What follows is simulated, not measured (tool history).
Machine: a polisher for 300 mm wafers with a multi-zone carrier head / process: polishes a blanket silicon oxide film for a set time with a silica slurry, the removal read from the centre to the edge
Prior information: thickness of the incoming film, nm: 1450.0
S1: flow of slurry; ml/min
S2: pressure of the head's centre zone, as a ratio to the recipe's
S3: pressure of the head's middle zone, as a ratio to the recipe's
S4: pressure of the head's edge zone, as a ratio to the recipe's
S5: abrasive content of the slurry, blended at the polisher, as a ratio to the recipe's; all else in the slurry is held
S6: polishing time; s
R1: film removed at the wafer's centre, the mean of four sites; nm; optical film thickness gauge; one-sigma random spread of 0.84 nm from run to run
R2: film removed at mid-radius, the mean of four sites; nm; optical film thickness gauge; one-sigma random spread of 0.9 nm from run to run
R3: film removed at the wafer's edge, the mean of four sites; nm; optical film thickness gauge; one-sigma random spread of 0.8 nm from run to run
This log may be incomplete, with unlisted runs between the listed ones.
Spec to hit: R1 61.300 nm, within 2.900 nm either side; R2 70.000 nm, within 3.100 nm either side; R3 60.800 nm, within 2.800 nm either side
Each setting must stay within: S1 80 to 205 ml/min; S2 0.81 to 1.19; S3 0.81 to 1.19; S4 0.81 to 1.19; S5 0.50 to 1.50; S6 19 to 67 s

run	day	S1	S2	S3	S4	S5	S6	R1	R2	R3
1	0.000	135	1.00	1.00	1.00	1.00	43	105.820	104.570	103.970
2	0.325	135	1.00	1.03	1.00	1.00	43	104.850	105.980	104.060
3	0.433	135	1.00	1.03	1.08	1.00	43	106.590	107.150	108.050
4	0.717	135	1.00	1.00	1.08	1.00	43	105.970	105.050	108.360
5	0.967	135	0.96	1.00	1.08	1.00	43	102.660	105.820	108.320
6	1.029	135	0.96	1.00	1.11	1.00	43	103.920	103.160	108.670
7	1.146	135	0.96	1.01	1.09	0.95	42	95.250	98.128	103.410
8	1.238	135	0.98	1.03	1.06	0.90	41	93.395	96.882	95.669
9	1.425	135	0.98	1.03	1.05	0.85	40	89.493	90.382	91.998
10	1.646	135	0.98	1.05	1.03	0.80	39	81.795	87.433	84.597
11	1.733	135	0.98	1.06	1.01	0.75	39	77.325	85.679	80.215
12	2.004	135	0.98	1.06	0.99	0.70	39	74.732	79.035	77.388
13	2.062	135	0.98	1.07	0.97	0.70	39	78.480	82.361	76.688
14	2.112	130	0.97	1.07	0.96	0.70	39	76.272	80.611	75.230
15	2.204	130	0.96	1.08	0.95	0.70	39	75.390	81.638	76.029

Which single option among these 5 for the next run brings every result within its allowed miss of target? Just one does.
A	2.296	120	0.99	1.17	0.98	0.65	33	?	?	?
B	2.296	140	1.01	1.19	0.88	0.70	30	?	?	?
C	2.296	120	0.87	1.16	0.96	0.65	33	?	?	?
D	2.296	145	1.01	1.17	0.98	0.65	45	?	?	?
E	2.296	125	1.03	1.03	0.90	0.65	34	?	?	?

move	R1	R2	R3
A	62.523	69.889	60.274
B	62.236	68.999	55.433
C	54.882	69.419	59.693
D	89.407	97.624	83.608
E	67.377	64.899	60.007
A: meets every target
B: the result that was furthest off in the last run now lies on the other side of its target
C: corrects the largest miss of the last run, while another result sits out of spec
D: misses by more than the last run did
E: corrects the largest miss of the last run, while another result sits out of spec
A meets every target.
